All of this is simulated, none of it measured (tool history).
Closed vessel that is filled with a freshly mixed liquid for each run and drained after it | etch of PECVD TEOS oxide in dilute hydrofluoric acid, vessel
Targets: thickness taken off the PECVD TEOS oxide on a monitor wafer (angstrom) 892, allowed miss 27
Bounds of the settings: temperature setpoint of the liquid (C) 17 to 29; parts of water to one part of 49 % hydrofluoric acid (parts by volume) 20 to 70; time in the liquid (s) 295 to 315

run,hour,temperature setpoint of the liquid (C),parts of water to one part of 49 % hydrofluoric acid (parts by volume),time in the liquid (s),thickness taken off the PECVD TEOS oxide on a monitor wafer (angstrom)
1,0,21,40,295,1031.9
2,1,20,40,295,989.87
3,8.4,18.5,40,295,938.56
4,16.3,18.5,40,295,927.08
5,19.8,18.5,40,295,934.37
6,28.4,22,40,295,1103.6
7,37.7,21,40,295,1040
8,41.8,20,40,295,999.34
9,44,19.5,40,295,967
10,46.8,19.5,40,295,967.36
11,51.7,19,40,295,952.48
12,59.7,18.5,40,295,943.18

Which of these 5 next moves meets every target?
A,67.7,19,45,295,?
B,67.7,19.5,50,310,?
C,67.7,17,40,305,?
D,67.7,18,45,300,?
E,67.7,17,45,310,?

move,thickness taken off the PECVD TEOS oxide on a monitor wafer (angstrom)
A,840.79
B,807.6
C,901.87
D,818.95
E,810.26
A: takes the result that was furthest off past its target
B: takes the result that was furthest off past its target
C: meets every target
D: takes the result that was furthest off past its target
E: takes the result that was furthest off past its target
Move C is the one to make.
